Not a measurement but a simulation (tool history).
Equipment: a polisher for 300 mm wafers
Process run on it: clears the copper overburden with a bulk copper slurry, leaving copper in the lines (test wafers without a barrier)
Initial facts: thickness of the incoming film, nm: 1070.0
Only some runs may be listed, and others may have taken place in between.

run	hour	flow of slurry (ml/min)	pressure of the wafer on the pad (psi)	speed of the pad under the wafer (m/s)	abrasive content of the slurry	overpolish time after the end point (s)	time until the end point was called (s)	dishing of a wide line in a test structure (angstrom)
1	0	200	2.4	1.24	1	20	139.23	603.39
2	7.2	200	2.4	1.24	1.1	20	135.32	628.29
3	9.3	200	2.3	1.32	1	18	138.37	615.17
4	13.4	200	2.3	1.32	1	12	140.7	501.8
5	19.4	215	2.4	1.24	1.05	11	136.11	463.23
6	24.4	225	2.4	1.22	1.05	10	138.31	453.35
7	29	240	2.4	1.18	1.1	9	143.7	405.17
8	35.9	245	2.4	1.18	1.1	9	137.51	406.07
9	37.6	250	2.4	1.18	1.1	9	135.09	418.46
10	38.7	255	2.4	1.18	1.1	9	140.46	429.81
11	43.4	250	2.4	1.16	1.15	9	140.46	420.81
12	48	250	2.4	1.16	1.15	9	141.08	407.43

Run 13 comes next. What will it give?
13	55.9	255	2.4	1.16	1.15	9	?	?

Run 13 yielded time until the end point was called (s) 141.42, dishing of a wide line in a test structure (angstrom) 410.37.
